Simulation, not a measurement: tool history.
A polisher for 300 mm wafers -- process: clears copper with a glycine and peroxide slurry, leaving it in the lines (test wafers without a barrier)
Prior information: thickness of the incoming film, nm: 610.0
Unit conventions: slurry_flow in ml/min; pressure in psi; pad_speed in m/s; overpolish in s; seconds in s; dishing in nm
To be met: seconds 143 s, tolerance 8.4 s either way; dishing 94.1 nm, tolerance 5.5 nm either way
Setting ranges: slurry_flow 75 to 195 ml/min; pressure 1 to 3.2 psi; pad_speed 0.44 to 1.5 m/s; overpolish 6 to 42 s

run  hour  slurry_flow  pressure  pad_speed  overpolish  seconds  dishing
  1     0          125       2.1       0.96          21   133.04   64.232
  2   7.6           95       2.1       0.96          21   136.34   59.508
  3  14.2           95       1.9       0.96          21    152.3    56.96
  4  18.1          100       1.9       0.98          25   147.32   66.842
  5  23.3          100       1.4       0.98          25   181.67   57.611
  6    26          105       1.6          1          28   159.94    67.81
  7  32.7          110       1.7          1          31   155.17   74.734
  8    34          110       1.8          1          33   142.83    84.05

4 candidate next runs follow, results not yet known. Just one meets every target within its allowed miss. Identify it.
  A  35.3           80         2       0.94          36        ?        ?
  B  35.3          125       1.9       0.94          38        ?        ?
  C  35.3           95       1.9          1          28        ?        ?
  D  35.3          110       1.9       0.98          31        ?        ?

move  seconds  dishing
   A   163.28   82.607
   B    148.6   91.623
   C   152.43   71.494
   D   148.52    78.88
A: further off than the last run
B: meets every target
C: further off than the last run
D: further off than the last run
Move B is the one to make.
